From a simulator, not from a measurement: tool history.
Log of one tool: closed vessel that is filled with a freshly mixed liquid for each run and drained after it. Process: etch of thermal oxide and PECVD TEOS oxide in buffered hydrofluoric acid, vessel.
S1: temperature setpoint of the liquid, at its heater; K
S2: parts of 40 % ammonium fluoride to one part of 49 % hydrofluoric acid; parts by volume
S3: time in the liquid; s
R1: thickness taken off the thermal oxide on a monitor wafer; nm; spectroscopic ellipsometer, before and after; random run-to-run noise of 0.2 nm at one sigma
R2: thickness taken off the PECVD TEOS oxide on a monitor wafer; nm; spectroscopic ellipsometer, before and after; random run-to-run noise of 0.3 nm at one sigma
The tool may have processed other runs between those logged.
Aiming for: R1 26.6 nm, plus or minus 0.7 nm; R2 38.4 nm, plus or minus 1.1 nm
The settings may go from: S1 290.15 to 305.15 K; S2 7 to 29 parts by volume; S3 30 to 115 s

{"run": 1, "hour": 0.0, "S1": 297.15, "S2": 18, "S3": 60, "R1": 36.063, "R2": 52.536}
{"run": 2, "hour": 2.6, "S1": 295.65, "S2": 18, "S3": 60, "R1": 33.856, "R2": 48.381}
{"run": 3, "hour": 11.7, "S1": 294.65, "S2": 18.5, "S3": 60, "R1": 30.535, "R2": 44.572}
{"run": 4, "hour": 17.6, "S1": 294.15, "S2": 18.5, "S3": 60, "R1": 29.849, "R2": 42.801}
{"run": 5, "hour": 22.5, "S1": 293.65, "S2": 18.5, "S3": 60, "R1": 29.354, "R2": 41.831}
{"run": 6, "hour": 26.4, "S1": 293.65, "S2": 18.5, "S3": 40, "R1": 19.653, "R2": 27.983}
{"run": 7, "hour": 28.7, "S1": 295.15, "S2": 18.5, "S3": 40, "R1": 21.231, "R2": 30.98}
{"hour": 33.1, "done": "hydrofluoric acid flow meter replaced"}
{"run": 8, "hour": 33.1, "S1": 296.15, "S2": 18, "S3": 40, "R1": 21.075, "R2": 30.714}
{"run": 9, "hour": 37.4, "S1": 297.65, "S2": 17.5, "S3": 40, "R1": 23.894, "R2": 33.875}
{"run": 10, "hour": 38.2, "S1": 298.15, "S2": 17.5, "S3": 40, "R1": 24.021, "R2": 35.407}
{"run": 11, "hour": 39.4, "S1": 298.65, "S2": 17, "S3": 40, "R1": 25.84, "R2": 36.816}

Of the 4 settings listed for the next run, only one would bring every result within its allowed miss of target. Which one?
{"run": "A", "hour": 40.6, "S1": 292.65, "S2": 19.5, "S3": 70, "R1": "?", "R2": "?"}
{"run": "B", "hour": 40.6, "S1": 303.15, "S2": 17, "S3": 35, "R1": "?", "R2": "?"}
{"run": "C", "hour": 40.6, "S1": 300.65, "S2": 21, "S3": 45, "R1": "?", "R2": "?"}
{"run": "D", "hour": 40.6, "S1": 298.65, "S2": 19.5, "S3": 50, "R1": "?", "R2": "?"}

move=A R1=28.11 R2=40.862
move=B R1=28.501 R2=41.43
move=C R1=26.45 R2=38.448
move=D R1=27.972 R2=40.661
A: carries the result that was furthest off beyond its target, to the other side
B: carries the result that was furthest off beyond its target, to the other side
C: every result within its allowed miss
D: carries the result that was furthest off beyond its target, to the other side
C is the move that brings every result within its allowed miss.

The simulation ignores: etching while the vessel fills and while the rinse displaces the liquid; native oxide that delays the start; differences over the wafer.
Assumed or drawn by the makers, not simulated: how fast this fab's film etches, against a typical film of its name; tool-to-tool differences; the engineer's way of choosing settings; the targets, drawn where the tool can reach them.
